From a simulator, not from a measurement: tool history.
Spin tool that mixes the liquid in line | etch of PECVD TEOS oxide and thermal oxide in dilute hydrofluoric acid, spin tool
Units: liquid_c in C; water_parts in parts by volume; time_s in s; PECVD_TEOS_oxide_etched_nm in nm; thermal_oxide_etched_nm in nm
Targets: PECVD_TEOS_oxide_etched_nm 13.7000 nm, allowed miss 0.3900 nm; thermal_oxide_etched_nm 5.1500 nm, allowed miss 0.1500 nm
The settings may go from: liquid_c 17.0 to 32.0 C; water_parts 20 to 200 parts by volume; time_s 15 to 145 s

run 1 hour=0.0 | liquid_c=24.0 water_parts=110 time_s=75 | PECVD_TEOS_oxide_etched_nm=9.2455 thermal_oxide_etched_nm=3.5037
run 2 hour=0.9 | liquid_c=24.0 water_parts=95 time_s=75 | PECVD_TEOS_oxide_etched_nm=10.9170 thermal_oxide_etched_nm=4.1897
run 3 hour=7.7 | liquid_c=25.5 water_parts=95 time_s=75 | PECVD_TEOS_oxide_etched_nm=11.6200 thermal_oxide_etched_nm=4.4163
run 4 hour=15.3 | liquid_c=25.5 water_parts=95 time_s=105 | PECVD_TEOS_oxide_etched_nm=16.2970 thermal_oxide_etched_nm=6.1313
run 5 hour=16.7 | liquid_c=25.5 water_parts=130 time_s=105 | PECVD_TEOS_oxide_etched_nm=11.3350 thermal_oxide_etched_nm=4.2997
run 6 hour=23.9 | liquid_c=25.5 water_parts=165 time_s=105 | PECVD_TEOS_oxide_etched_nm=8.6446 thermal_oxide_etched_nm=3.2241
run 7 hour=31.9 | liquid_c=27.0 water_parts=160 time_s=105 | PECVD_TEOS_oxide_etched_nm=9.4610 thermal_oxide_etched_nm=3.5756
run 8 hour=38.0 | liquid_c=28.0 water_parts=155 time_s=105 | PECVD_TEOS_oxide_etched_nm=10.1560 thermal_oxide_etched_nm=3.9072

Which of these 5 next moves meets every target?
run A hour=44.1 | liquid_c=28.5 water_parts=170 time_s=80 | PECVD_TEOS_oxide_etched_nm=? thermal_oxide_etched_nm=?
run B hour=44.1 | liquid_c=28.0 water_parts=140 time_s=135 | PECVD_TEOS_oxide_etched_nm=? thermal_oxide_etched_nm=?
run C hour=44.1 | liquid_c=26.0 water_parts=120 time_s=120 | PECVD_TEOS_oxide_etched_nm=? thermal_oxide_etched_nm=?
run D hour=44.1 | liquid_c=31.5 water_parts=135 time_s=105 | PECVD_TEOS_oxide_etched_nm=? thermal_oxide_etched_nm=?
run E hour=44.1 | liquid_c=32.0 water_parts=145 time_s=120 | PECVD_TEOS_oxide_etched_nm=? thermal_oxide_etched_nm=?

move=A PECVD_TEOS_oxide_etched_nm=7.0665 thermal_oxide_etched_nm=2.6691
move=B PECVD_TEOS_oxide_etched_nm=14.7620 thermal_oxide_etched_nm=5.5760
move=C PECVD_TEOS_oxide_etched_nm=14.5610 thermal_oxide_etched_nm=5.4999
move=D PECVD_TEOS_oxide_etched_nm=13.6160 thermal_oxide_etched_nm=5.1428
move=E PECVD_TEOS_oxide_etched_nm=14.5450 thermal_oxide_etched_nm=5.4939
A: further off than the last run
B: takes the result that was furthest off past its target
C: takes the result that was furthest off past its target
D: meets every target
E: takes the result that was furthest off past its target
Move D is the one to make.

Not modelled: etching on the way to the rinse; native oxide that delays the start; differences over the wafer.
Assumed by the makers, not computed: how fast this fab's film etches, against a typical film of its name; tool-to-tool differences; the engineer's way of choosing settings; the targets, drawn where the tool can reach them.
